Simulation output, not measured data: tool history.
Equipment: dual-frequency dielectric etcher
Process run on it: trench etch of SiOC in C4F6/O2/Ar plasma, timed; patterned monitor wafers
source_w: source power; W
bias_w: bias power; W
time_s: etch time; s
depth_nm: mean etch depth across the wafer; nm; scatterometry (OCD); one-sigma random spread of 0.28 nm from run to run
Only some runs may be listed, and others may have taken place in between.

run,hour,source_w,bias_w,time_s,depth_nm
1,0,360,176,24.5,47.797
2,5.2,360,204,24.5,49.647
3,14.2,400,204,24.5,51.89
4,19.3,410,205,24.5,52.818
5,23.1,410,206,24.5,53.073
6,25.8,370,206,24.5,50.82
7,28.5,380,207,24.5,51.813

Expected results for the next run?
8,35,390,208,24.5,?

Run 8 came out at depth_nm 52.164 nm.
